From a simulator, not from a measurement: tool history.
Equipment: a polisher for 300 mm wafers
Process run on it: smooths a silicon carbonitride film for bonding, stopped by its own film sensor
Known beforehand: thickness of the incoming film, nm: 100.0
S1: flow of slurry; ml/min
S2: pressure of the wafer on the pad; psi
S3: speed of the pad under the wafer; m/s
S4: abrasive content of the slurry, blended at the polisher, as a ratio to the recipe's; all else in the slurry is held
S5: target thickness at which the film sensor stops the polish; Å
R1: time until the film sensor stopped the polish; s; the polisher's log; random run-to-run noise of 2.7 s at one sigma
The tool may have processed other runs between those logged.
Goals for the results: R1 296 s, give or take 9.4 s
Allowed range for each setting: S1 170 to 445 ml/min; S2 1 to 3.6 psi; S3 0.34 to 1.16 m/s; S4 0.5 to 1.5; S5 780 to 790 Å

| run | hour | S1 | S2 | S3 | S4 | S5 | R1 |
|---|---|---|---|---|---|---|---|
| 1 | 0 | 285 | 2.3 | 0.74 | 1 | 790 | 121.22 |
| 2 | 3.4 | 235 | 2.3 | 0.74 | 1 | 790 | 126.75 |
| 3 | 9.7 | 230 | 2 | 0.7 | 1 | 790 | 148.48 |
| 4 | 16.1 | 230 | 2 | 0.7 | 1 | 790 | 149.13 |
| 5 | 17.9 | 230 | 2 | 0.6 | 1 | 790 | 169.08 |
| 6 | 24.6 | 225 | 1.8 | 0.58 | 1 | 790 | 189.3 |
| 7 | 28.1 | 225 | 1.6 | 0.56 | 1 | 790 | 218.38 |
| 8 | 30.6 | 225 | 1.6 | 0.56 | 1 | 790 | 214.79 |
| 9 | 39.4 | 225 | 1.5 | 0.56 | 1 | 790 | 232.93 |
| 10 | 41.3 | 225 | 1.5 | 0.56 | 1 | 790 | 232.55 |
| 11 | 48.3 | 225 | 1.4 | 0.56 | 1 | 790 | 251.81 |
| 12 | 54.4 | 225 | 1.3 | 0.56 | 1 | 790 | 262.06 |
| 13 | 55.5 | 225 | 1 | 0.56 | 1 | 790 | 336.06 |
| 14 | 57.3 | 225 | 1.1 | 0.56 | 1 | 790 | 309.74 |

Consider the 5 candidate settings below. Which is the only one whose results all fall within their allowed miss of target?
| A | 59.1 | 170 | 1.5 | 0.58 | 0.65 | 780 | ? |
| B | 59.1 | 250 | 1.1 | 0.58 | 1.05 | 790 | ? |
| C | 59.1 | 230 | 1.2 | 0.4 | 1.25 | 780 | ? |
| D | 59.1 | 210 | 1.1 | 0.58 | 1 | 780 | ? |
| E | 59.1 | 230 | 1.1 | 0.58 | 0.95 | 780 | ? |

| move | R1 |
|---|---|
| A | 327.94 |
| B | 293 |
| C | 338.98 |
| D | 322.37 |
| E | 327.26 |
A: misses by more than the last run did
B: all results land within tolerance of their targets
C: misses by more than the last run did
D: misses by more than the last run did
E: misses by more than the last run did
The move that meets every target is B.
